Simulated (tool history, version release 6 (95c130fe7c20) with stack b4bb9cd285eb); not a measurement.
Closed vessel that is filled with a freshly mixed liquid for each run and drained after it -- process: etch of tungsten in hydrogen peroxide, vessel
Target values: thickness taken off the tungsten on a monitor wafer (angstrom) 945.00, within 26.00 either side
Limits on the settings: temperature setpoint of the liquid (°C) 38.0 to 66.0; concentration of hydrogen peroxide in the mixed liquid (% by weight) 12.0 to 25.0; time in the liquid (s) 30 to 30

run  hour  temperature setpoint of the liquid (°C)  concentration of hydrogen peroxide in the mixed liquid (% by weight)  time in the liquid (s)  thickness taken off the tungsten on a monitor wafer (angstrom)
  1   0.0                                     54.0                                                                  17.0                      30                                                          614.96
  2   6.9                                     55.0                                                                  17.0                      30                                                          652.88
  3  13.5                                     56.0                                                                  17.0                      30                                                          690.19
  4  17.1                                     56.0                                                                  17.0                      30                                                          691.94
  5  25.7                                     56.0                                                                  17.0                      30                                                          690.20
  6  30.7                                     56.0                                                                  19.0                      30                                                          734.89
  7  35.3                                     56.5                                                                  19.0                      30                                                          749.11
  8  42.8                                     57.0                                                                  19.0                      30                                                          777.02
     50.8  -- peroxide flow meter replaced
  9  50.8                                     57.5                                                                  19.0                      30                                                          848.09
 10  55.1                                     58.5                                                                  19.0                      30                                                          899.57

Which of these 5 next moves meets every target?
  A  59.4                                     58.5                                                                  20.5                      30                                                               ?
  B  59.4                                     57.0                                                                  19.0                      30                                                               ?
  C  59.4                                     57.0                                                                  18.5                      30                                                               ?
  D  59.4                                     62.0                                                                  16.5                      30                                                               ?
  E  59.4                                     60.0                                                                  20.5                      30                                                               ?

move  thickness taken off the tungsten on a monitor wafer (angstrom)
   A                                                          940.68
   B                                                          829.79
   C                                                          818.80
   D                                                         1031.80
   E                                                         1025.80
A: every result lands within tolerance
B: moves away from the targets compared with the last run
C: moves away from the targets compared with the last run
D: pushes the last run's worst result past its target
E: pushes the last run's worst result past its target
The right move is A.

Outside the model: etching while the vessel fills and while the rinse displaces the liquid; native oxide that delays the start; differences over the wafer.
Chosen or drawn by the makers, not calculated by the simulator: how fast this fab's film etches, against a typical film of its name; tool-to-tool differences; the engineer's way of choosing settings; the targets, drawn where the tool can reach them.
